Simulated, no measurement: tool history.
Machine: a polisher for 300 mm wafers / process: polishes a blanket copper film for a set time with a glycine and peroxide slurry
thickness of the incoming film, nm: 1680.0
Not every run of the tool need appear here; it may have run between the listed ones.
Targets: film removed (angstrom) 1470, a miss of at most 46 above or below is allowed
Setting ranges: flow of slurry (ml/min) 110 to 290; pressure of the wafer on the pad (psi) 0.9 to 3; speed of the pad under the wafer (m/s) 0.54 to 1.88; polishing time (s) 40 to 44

run  hour  flow of slurry (ml/min)  pressure of the wafer on the pad (psi)  speed of the pad under the wafer (m/s)  polishing time (s)  film removed (angstrom)
  1     0                      185                                     1.9                                     1.2                  44                     2304
  2   3.4                      180                                     1.7                                     1.2                  44                     2121
  3   9.9                      210                                     1.7                                     1.2                  44                   2143.3
  4  10.6                      210                                     1.5                                    1.18                  44                   1929.7
  5  11.8                      210                                     1.5                                    0.96                  44                   1656.3
  6  17.5                      210                                     1.7                                    0.96                  44                   1832.4
  7  20.1                      210                                     1.6                                    0.96                  44                   1748.8
  8  27.2                      210                                     1.5                                    0.96                  44                   1690.1
  9    34                      210                                     1.4                                    0.96                  44                   1596.9
 10  42.1                      190                                     1.2                                    0.96                  44                   1409.7
 11  45.1                      195                                     1.2                                    0.96                  44                   1435.4

5 candidate next runs follow, results not yet known. Just one meets every target within its allowed miss. Identify it.
  A  48.1                      210                                     1.6                                    0.78                  40                        ?
  B  48.1                      175                                     1.8                                    0.68                  40                        ?
  C  48.1                      195                                     0.9                                    1.28                  43                        ?
  D  48.1                      165                                     1.4                                    0.82                  41                        ?
  E  48.1                      155                                     1.1                                     1.3                  41                        ?

move  film removed (angstrom)
   A                   1368.9
   B                     1337
   C                   1346.4
   D                   1286.1
   E                   1447.4
A: its largest miss is bigger than the last run's
B: its largest miss is bigger than the last run's
C: its largest miss is bigger than the last run's
D: its largest miss is bigger than the last run's
E: in spec on every target
Go with E: it meets all targets.
